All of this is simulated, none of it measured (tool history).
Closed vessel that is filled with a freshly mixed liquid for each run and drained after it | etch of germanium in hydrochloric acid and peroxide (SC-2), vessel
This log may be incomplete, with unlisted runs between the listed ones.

run	day	temperature setpoint of the liquid (C)	parts of water to one part each of 37 % hydrochloric acid and 30 % peroxide (parts by volume)	time in the liquid (s)	thickness taken off the germanium on a monitor wafer (angstrom)
1	0.000	49.0	6	90	2679.4
2	0.100	49.0	4	90	2717.1
3	0.304	49.0	4	90	2713.7
4	0.546	49.0	4	90	2728.7
5	0.908	49.0	4	95	2886.9
6	0.988	46.5	4	95	2661.4
7	1.275	45.0	4	95	2515.3
8	1.346	44.0	4	95	2437.4
9	1.592	43.0	4	95	2355.1
# day 1.675: new drum of peroxide connected
10	1.675	42.5	4	95	2312.4
11	1.750	42.0	4	95	2265.7
12	1.871	41.5	4	95	2252.0

Run 13, settings as shown, results not yet in. Your forecast:
13	2.246	41.0	4	95	?

{"run 13": {"thickness taken off the germanium on a monitor wafer (angstrom)": 2191.4}}

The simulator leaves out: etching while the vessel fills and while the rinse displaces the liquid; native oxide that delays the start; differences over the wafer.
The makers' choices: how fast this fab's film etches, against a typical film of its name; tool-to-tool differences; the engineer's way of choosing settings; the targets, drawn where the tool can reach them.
